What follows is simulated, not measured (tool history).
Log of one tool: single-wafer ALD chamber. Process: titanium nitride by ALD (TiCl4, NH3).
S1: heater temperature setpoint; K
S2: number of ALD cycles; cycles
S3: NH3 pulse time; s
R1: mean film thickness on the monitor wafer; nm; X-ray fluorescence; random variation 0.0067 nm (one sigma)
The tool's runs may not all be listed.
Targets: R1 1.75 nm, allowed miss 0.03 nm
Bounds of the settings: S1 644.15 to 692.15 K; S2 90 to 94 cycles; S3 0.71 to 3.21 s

run,hour,S1,S2,S3,R1
1,0,668.15,94,1.96,1.8835
2,2.9,666.15,93,1.81,1.8562
3,5.4,666.15,93,1.28,1.805
4,13.4,675.15,93,1.28,1.8542
5,17,675.15,94,1.28,1.8642
6,20,674.15,93,1.25,1.8443
7,21.8,662.15,90,0.71,1.672
8,24,663.15,90,0.71,1.6765
9,31.6,664.15,90,0.71,1.6725
10,36.1,665.15,90,0.71,1.682
11,44.5,665.15,90,0.71,1.6909
12,45.5,666.15,90,0.71,1.6822
13,54.4,668.15,94,0.99,1.8027
14,56.1,667.15,94,0.99,1.8103
15,56.7,666.15,94,0.99,1.8103
16,64.1,665.15,94,0.99,1.8071

4 next moves are on the table. One of them brings every result within its allowed miss. Which?
A,71.5,662.15,91,1.9,?
B,71.5,666.15,93,0.72,?
C,71.5,662.15,94,1.22,?
D,71.5,666.15,94,1.82,?

move,R1
A,1.8038
B,1.741
C,1.8159
D,1.8675
A: nearer than the last run, and not there yet
B: meets every target
C: further off than the last run
D: further off than the last run
Move B is the one to make.

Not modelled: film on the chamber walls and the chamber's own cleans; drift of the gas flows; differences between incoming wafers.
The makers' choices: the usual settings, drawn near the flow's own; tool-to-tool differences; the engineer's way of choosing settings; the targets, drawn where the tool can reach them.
